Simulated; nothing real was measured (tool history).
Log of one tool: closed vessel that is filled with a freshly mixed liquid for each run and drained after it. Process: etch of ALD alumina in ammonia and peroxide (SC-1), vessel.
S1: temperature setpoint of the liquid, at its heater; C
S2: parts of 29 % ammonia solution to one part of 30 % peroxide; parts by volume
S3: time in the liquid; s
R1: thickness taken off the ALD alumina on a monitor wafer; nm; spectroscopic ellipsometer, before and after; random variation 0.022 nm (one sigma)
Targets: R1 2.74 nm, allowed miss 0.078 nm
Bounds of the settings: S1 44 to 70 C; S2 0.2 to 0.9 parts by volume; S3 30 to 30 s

run	hour	S1	S2	S3	R1
1	0	60	0.5	30	3.8902
2	4.7	60	0.5	30	3.92
3	6.8	60	0.6	30	3.8809
4	12.6	58.5	0.6	30	3.6832
5	18	57.5	0.6	30	3.5322
6	24.2	56.5	0.6	30	3.2497
7	33	56	0.6	30	3.1965
8	40	55.5	0.6	30	3.0665
9	43.4	55	0.6	30	3.0083
10	44.7	54.5	0.6	30	2.9736
11	50.7	52.5	0.6	30	2.671

4 next moves are on the table. One of them brings every result within its allowed miss. Which?
A	56.7	54	0.4	30	?
B	56.7	52.5	0.45	30	?
C	56.7	52	0.55	30	?
D	56.7	51.5	0.65	30	?

move	R1
A	2.7976
B	2.6098
C	2.589
D	2.5599
A: meets every target
B: further off than the last run
C: further off than the last run
D: further off than the last run
Move A is the one to make.

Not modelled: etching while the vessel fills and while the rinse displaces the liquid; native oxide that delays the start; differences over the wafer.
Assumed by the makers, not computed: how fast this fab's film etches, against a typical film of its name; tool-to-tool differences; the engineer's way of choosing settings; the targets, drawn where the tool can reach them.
